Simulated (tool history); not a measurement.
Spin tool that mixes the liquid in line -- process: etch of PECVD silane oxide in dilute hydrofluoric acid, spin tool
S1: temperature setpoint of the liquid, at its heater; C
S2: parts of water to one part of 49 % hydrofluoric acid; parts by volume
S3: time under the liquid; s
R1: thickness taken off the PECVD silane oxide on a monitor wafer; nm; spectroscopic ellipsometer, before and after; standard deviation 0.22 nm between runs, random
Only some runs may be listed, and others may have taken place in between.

Run 1, day 0.000: S1 20.0 C, S2 125 parts by volume, S3 285 s. Result: R1 30.995 nm.
Run 2, day 0.158: S1 22.0 C, S2 125 parts by volume, S3 285 s. Result: R1 33.308 nm.
Run 3, day 0.288: S1 22.0 C, S2 145 parts by volume, S3 285 s. Result: R1 28.216 nm.
Run 4, day 0.317: S1 20.0 C, S2 145 parts by volume, S3 285 s. Result: R1 26.289 nm.
At day 0.488: thermometer replaced.
Run 5, day 0.488: S1 22.0 C, S2 140 parts by volume, S3 285 s. Result: R1 28.135 nm.
Run 6, day 0.729: S1 23.5 C, S2 130 parts by volume, S3 285 s. Result: R1 31.927 nm.
Run 7, day 0.867: S1 24.5 C, S2 125 parts by volume, S3 285 s. Result: R1 35.293 nm.

Run 8 has not been measured yet. What should we expect?
Run 8, day 0.938: S1 25.5 C, S2 120 parts by volume, S3 285 s. Result: R1 ?.

R1: 37.834 nm

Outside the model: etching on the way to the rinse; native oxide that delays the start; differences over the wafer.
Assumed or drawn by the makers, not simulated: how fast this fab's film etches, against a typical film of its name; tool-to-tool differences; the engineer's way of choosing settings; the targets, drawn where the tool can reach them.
